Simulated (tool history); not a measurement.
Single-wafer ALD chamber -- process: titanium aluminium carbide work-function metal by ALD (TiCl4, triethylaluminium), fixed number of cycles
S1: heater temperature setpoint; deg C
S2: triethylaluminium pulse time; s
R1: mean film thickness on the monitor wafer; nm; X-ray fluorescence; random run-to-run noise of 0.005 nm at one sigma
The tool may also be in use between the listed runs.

Run 1, hour 0.0: S1 310 deg C, S2 12.56 s. Result: R1 1.9886 nm.
Run 2, hour 5.5: S1 312 deg C, S2 12.76 s. Result: R1 2.0136 nm.
Run 3, hour 8.4: S1 306 deg C, S2 12.76 s. Result: R1 1.9675 nm.
Run 4, hour 15.9: S1 306 deg C, S2 11.32 s. Result: R1 1.9468 nm.
Run 5, hour 17.5: S1 309 deg C, S2 11.58 s. Result: R1 1.9664 nm.
Run 6, hour 19.7: S1 312 deg C, S2 11.81 s. Result: R1 1.9990 nm.

Run 7, settings as shown, results not yet in. Your forecast:
Run 7, hour 23.1: S1 314 deg C, S2 11.99 s. Result: R1 ?.

{"run 7": {"R1": 2.0126}}
